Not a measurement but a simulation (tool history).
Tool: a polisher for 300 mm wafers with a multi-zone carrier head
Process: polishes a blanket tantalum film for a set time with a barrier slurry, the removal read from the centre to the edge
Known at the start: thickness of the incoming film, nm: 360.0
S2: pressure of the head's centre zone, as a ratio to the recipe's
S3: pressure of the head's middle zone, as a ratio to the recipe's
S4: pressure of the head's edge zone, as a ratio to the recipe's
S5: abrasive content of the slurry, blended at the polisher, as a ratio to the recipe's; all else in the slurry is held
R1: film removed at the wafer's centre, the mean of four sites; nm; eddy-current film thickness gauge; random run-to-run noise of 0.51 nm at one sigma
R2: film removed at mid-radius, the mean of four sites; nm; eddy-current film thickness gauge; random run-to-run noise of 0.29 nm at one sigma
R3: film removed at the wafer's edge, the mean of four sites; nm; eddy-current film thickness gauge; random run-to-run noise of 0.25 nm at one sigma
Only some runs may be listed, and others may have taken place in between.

{"run": 1, "hour": 0.0, "flow of slurry (ml/min)": 160, "S2": 1, "S3": 1, "S4": 1, "S5": 1, "polishing time (s)": 85, "R1": 74.805, "R2": 74.445, "R3": 76.736}
{"run": 2, "hour": 5.8, "flow of slurry (ml/min)": 160, "S2": 1, "S3": 1, "S4": 1, "S5": 1, "polishing time (s)": 93, "R1": 80.912, "R2": 79.951, "R3": 82.623}
{"run": 3, "hour": 6.4, "flow of slurry (ml/min)": 160, "S2": 1, "S3": 1, "S4": 0.97, "S5": 1, "polishing time (s)": 93, "R1": 82.049, "R2": 79.493, "R3": 82.4}
{"run": 4, "hour": 14.3, "flow of slurry (ml/min)": 155, "S2": 0.99, "S3": 0.99, "S4": 0.95, "S5": 0.9, "polishing time (s)": 86, "R1": 70.16, "R2": 70.571, "R3": 72.569}
{"run": 5, "hour": 21.2, "flow of slurry (ml/min)": 150, "S2": 1, "S3": 0.98, "S4": 0.93, "S5": 0.85, "polishing time (s)": 81, "R1": 66.227, "R2": 63.746, "R3": 66.148}
{"run": 6, "hour": 28.1, "flow of slurry (ml/min)": 145, "S2": 0.99, "S3": 0.97, "S4": 0.91, "S5": 0.8, "polishing time (s)": 77, "R1": 61.133, "R2": 57.986, "R3": 59.594}
{"run": 7, "hour": 29.3, "flow of slurry (ml/min)": 140, "S2": 0.97, "S3": 0.96, "S4": 0.9, "S5": 0.75, "polishing time (s)": 75, "R1": 54.188, "R2": 53.066, "R3": 55.272}
{"hour": 36.3, "done": "slurry nozzle cleaned"}
{"run": 8, "hour": 36.3, "flow of slurry (ml/min)": 140, "S2": 0.98, "S3": 0.9, "S4": 0.81, "S5": 0.5, "polishing time (s)": 61, "R1": 34.939, "R2": 32.351, "R3": 33.649}

What does the tool deliver on the next run?
{"run": 9, "hour": 38.2, "flow of slurry (ml/min)": 150, "S2": 0.98, "S3": 0.91, "S4": 0.83, "S5": 0.5, "polishing time (s)": 61, "R1": "?", "R2": "?", "R3": "?"}

R1: 35.609 nm
R2: 33.398 nm
R3: 34.381 nm

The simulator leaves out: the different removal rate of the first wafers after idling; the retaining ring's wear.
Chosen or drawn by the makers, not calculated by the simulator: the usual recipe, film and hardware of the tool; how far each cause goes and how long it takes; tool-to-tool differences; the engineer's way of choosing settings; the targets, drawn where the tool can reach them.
